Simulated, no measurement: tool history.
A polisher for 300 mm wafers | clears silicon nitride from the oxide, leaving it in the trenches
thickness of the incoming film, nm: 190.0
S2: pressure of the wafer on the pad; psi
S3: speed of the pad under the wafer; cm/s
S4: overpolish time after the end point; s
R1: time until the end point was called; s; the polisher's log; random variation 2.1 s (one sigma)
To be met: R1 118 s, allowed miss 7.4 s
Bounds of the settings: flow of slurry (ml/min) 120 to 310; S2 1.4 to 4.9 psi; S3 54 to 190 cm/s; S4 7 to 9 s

{"run": 1, "day": 0.0, "flow of slurry (ml/min)": 200, "S2": 3.1, "S3": 122, "S4": 9, "R1": 161.88}
{"run": 2, "day": 0.042, "flow of slurry (ml/min)": 200, "S2": 3.3, "S3": 124, "S4": 9, "R1": 150.56}
{"run": 3, "day": 0.304, "flow of slurry (ml/min)": 235, "S2": 3.3, "S3": 124, "S4": 9, "R1": 148.09}
{"run": 4, "day": 0.408, "flow of slurry (ml/min)": 235, "S2": 3.3, "S3": 102, "S4": 9, "R1": 175.47}
{"run": 5, "day": 0.492, "flow of slurry (ml/min)": 235, "S2": 2.6, "S3": 102, "S4": 9, "R1": 228.82}
{"run": 6, "day": 0.583, "flow of slurry (ml/min)": 210, "S2": 2.6, "S3": 102, "S4": 9, "R1": 229.51}
{"run": 7, "day": 0.921, "flow of slurry (ml/min)": 210, "S2": 3, "S3": 104, "S4": 9, "R1": 194.53}
{"run": 8, "day": 1.038, "flow of slurry (ml/min)": 210, "S2": 3.3, "S3": 106, "S4": 9, "R1": 175.52}
{"run": 9, "day": 1.067, "flow of slurry (ml/min)": 210, "S2": 4.2, "S3": 114, "S4": 9, "R1": 126.68}

Which of these 5 next moves meets every target?
{"run": "A", "day": 1.096, "flow of slurry (ml/min)": 245, "S2": 4.7, "S3": 108, "S4": 9, "R1": "?"}
{"run": "B", "day": 1.096, "flow of slurry (ml/min)": 255, "S2": 3.5, "S3": 124, "S4": 7, "R1": "?"}
{"run": "C", "day": 1.096, "flow of slurry (ml/min)": 215, "S2": 3.7, "S3": 124, "S4": 9, "R1": "?"}
{"run": "D", "day": 1.096, "flow of slurry (ml/min)": 210, "S2": 3.8, "S3": 118, "S4": 9, "R1": "?"}
{"run": "E", "day": 1.096, "flow of slurry (ml/min)": 230, "S2": 4.8, "S3": 124, "S4": 9, "R1": "?"}

move=A R1=117.18
move=B R1=136.17
move=C R1=131.31
move=D R1=134.6
move=E R1=101.07
A: meets every target
B: further off than the last run
C: further off than the last run
D: further off than the last run
E: takes the result that was furthest off past its target
Move A is the one to make.
